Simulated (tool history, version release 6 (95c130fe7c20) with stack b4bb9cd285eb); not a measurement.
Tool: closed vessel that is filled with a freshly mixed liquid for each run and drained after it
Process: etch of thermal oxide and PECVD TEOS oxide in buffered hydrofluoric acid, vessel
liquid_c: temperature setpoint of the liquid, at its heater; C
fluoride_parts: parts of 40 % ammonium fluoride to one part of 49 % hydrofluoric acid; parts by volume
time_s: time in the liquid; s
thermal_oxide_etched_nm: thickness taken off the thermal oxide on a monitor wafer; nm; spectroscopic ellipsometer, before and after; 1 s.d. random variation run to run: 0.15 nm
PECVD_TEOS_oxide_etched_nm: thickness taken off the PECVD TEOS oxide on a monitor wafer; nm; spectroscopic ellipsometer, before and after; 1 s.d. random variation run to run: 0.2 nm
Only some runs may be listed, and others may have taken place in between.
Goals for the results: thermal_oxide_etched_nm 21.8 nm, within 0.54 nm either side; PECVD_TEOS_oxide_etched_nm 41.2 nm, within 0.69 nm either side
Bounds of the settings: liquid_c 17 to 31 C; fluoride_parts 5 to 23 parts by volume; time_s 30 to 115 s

run,hour,liquid_c,fluoride_parts,time_s,thermal_oxide_etched_nm,PECVD_TEOS_oxide_etched_nm
1,0,23,14,60,50.282,94.211
2,3.6,22,15.5,60,43.029,80.929
3,9.5,21,16.5,60,38.53,72.182
4,11.3,20,17.5,60,34.137,64.99
5,14.6,20,14,60,42.292,80.562
6,21.5,20,12.5,60,47.46,89.403
7,27.7,19.5,14.5,60,40.249,75.653
8,28.7,19,16,60,35.026,66.949
9,35.8,18.5,17,60,32.273,60.908
10,36.3,18,18,60,29.383,55.963
11,38.9,18,19,60,28.052,53.539
12,41.6,18,19,60,28.354,53.602
13,49.8,17,22.5,60,23.218,43.813

Which one of the following 4 next-run settings gets every result inside its allowed miss? There is exactly one.
A,58,18,23,60,?,?
B,58,18.5,20.5,55,?,?
C,58,23,22,45,?,?
D,58,18.5,21.5,50,?,?

move,thermal_oxide_etched_nm,PECVD_TEOS_oxide_etched_nm
A,24.371,45.822
B,24.886,46.79
C,24.943,46.897
D,21.892,41.161
A: its largest miss is bigger than the last run's
B: its largest miss is bigger than the last run's
C: its largest miss is bigger than the last run's
D: every result lands within tolerance
The move that meets every target is D.

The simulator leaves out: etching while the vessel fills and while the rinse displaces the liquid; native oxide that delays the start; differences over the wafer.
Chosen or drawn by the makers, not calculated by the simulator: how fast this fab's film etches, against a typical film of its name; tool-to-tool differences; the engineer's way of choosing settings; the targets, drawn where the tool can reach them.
